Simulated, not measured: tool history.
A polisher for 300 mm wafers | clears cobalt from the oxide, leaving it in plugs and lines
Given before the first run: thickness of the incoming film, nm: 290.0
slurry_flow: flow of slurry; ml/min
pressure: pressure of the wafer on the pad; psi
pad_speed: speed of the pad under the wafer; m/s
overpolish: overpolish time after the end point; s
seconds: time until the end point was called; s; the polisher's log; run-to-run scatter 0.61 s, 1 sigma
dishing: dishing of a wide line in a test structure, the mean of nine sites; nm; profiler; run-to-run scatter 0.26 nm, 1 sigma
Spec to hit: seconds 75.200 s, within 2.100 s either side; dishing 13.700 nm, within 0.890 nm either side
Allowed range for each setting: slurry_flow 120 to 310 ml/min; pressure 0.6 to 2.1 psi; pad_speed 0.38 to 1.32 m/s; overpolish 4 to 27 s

Run 1, hour 0.0: slurry_flow 200 ml/min, pressure 1.3 psi, pad_speed 0.84 m/s, overpolish 14 s. Result: seconds 113.390 s, dishing 27.412 nm.
Run 2, hour 1.5: slurry_flow 200 ml/min, pressure 1.3 psi, pad_speed 0.84 m/s, overpolish 19 s. Result: seconds 113.650 s, dishing 34.388 nm.
Run 3, hour 8.5: slurry_flow 200 ml/min, pressure 1.3 psi, pad_speed 0.66 m/s, overpolish 19 s. Result: seconds 142.220 s, dishing 29.629 nm.
Run 4, hour 11.5: slurry_flow 200 ml/min, pressure 1.5 psi, pad_speed 0.66 m/s, overpolish 19 s. Result: seconds 123.860 s, dishing 31.923 nm.
Run 5, hour 14.3: slurry_flow 180 ml/min, pressure 1.5 psi, pad_speed 0.66 m/s, overpolish 19 s. Result: seconds 124.120 s, dishing 30.816 nm.
Run 6, hour 18.6: slurry_flow 160 ml/min, pressure 1.7 psi, pad_speed 0.68 m/s, overpolish 14 s. Result: seconds 109.590 s, dishing 28.242 nm.
Run 7, hour 24.3: slurry_flow 205 ml/min, pressure 1.8 psi, pad_speed 0.66 m/s, overpolish 11 s. Result: seconds 104.780 s, dishing 24.684 nm.
Run 8, hour 31.1: slurry_flow 260 ml/min, pressure 2.1 psi, pad_speed 0.72 m/s, overpolish 5 s. Result: seconds 80.824 s, dishing 15.606 nm.
Run 9, hour 38.6: slurry_flow 275 ml/min, pressure 2.1 psi, pad_speed 0.74 m/s, overpolish 5 s. Result: seconds 78.114 s, dishing 16.232 nm.
Run 10, hour 39.5: slurry_flow 285 ml/min, pressure 2.1 psi, pad_speed 0.74 m/s, overpolish 5 s. Result: seconds 76.179 s, dishing 16.100 nm.
Run 11, hour 41.1: slurry_flow 295 ml/min, pressure 2.1 psi, pad_speed 0.74 m/s, overpolish 5 s. Result: seconds 77.191 s, dishing 16.288 nm.
Run 12, hour 43.2: slurry_flow 300 ml/min, pressure 2.1 psi, pad_speed 0.74 m/s, overpolish 5 s. Result: seconds 76.814 s, dishing 16.174 nm.
Run 13, hour 49.2: slurry_flow 305 ml/min, pressure 2.1 psi, pad_speed 0.74 m/s, overpolish 5 s. Result: seconds 77.203 s, dishing 16.136 nm.

Pick the move, out of 4, that brings all results within their allowed miss; only one does.
Run A, hour 55.2: slurry_flow 310 ml/min, pressure 2.1 psi, pad_speed 0.74 m/s, overpolish 7 s. Result: seconds ?, dishing ?.
Run B, hour 55.2: slurry_flow 310 ml/min, pressure 1.9 psi, pad_speed 0.80 m/s, overpolish 6 s. Result: seconds ?, dishing ?.
Run C, hour 55.2: slurry_flow 295 ml/min, pressure 2.1 psi, pad_speed 0.76 m/s, overpolish 4 s. Result: seconds ?, dishing ?.
Run D, hour 55.2: slurry_flow 310 ml/min, pressure 2.1 psi, pad_speed 0.78 m/s, overpolish 6 s. Result: seconds ?, dishing ?.

move  seconds  dishing
   A   77.260   21.542
   B   79.034   18.651
   C   75.594   13.691
   D   73.426   19.812
A: its largest miss is bigger than the last run's
B: its largest miss is bigger than the last run's
C: meets every target
D: its largest miss is bigger than the last run's
Go with C: it meets all targets.
